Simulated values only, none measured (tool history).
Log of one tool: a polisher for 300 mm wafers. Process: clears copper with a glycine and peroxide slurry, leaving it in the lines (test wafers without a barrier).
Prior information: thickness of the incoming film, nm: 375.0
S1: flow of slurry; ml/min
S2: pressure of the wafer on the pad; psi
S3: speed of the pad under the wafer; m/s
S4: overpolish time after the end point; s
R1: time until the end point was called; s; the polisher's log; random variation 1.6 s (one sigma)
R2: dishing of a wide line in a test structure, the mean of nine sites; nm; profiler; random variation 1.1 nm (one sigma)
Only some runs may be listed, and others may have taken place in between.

run 1 hour=0 | S1=220 S2=2.6 S3=1.06 S4=24 | R1=80.426 R2=67.974
run 2 hour=0.7 | S1=220 S2=3 S3=1.06 S4=24 | R1=72.158 R2=72.766
run 3 hour=2.2 | S1=220 S2=2.4 S3=1.02 S4=28 | R1=86.034 R2=68.287
run 4 hour=9 | S1=215 S2=2 S3=0.96 S4=33 | R1=106.72 R2=67.147
run 5 hour=11.2 | S1=210 S2=1.8 S3=0.96 S4=35 | R1=113.86 R2=67.607
run 6 hour=15.8 | S1=210 S2=1.8 S3=0.96 S4=26 | R1=114.39 R2=52.418

Estimate the outcome of run 7 from the log above:
run 7 hour=22.4 | S1=205 S2=1.7 S3=0.94 S4=31 | R1=? R2=?

R1: 122.18 s
R2: 59.035 nm
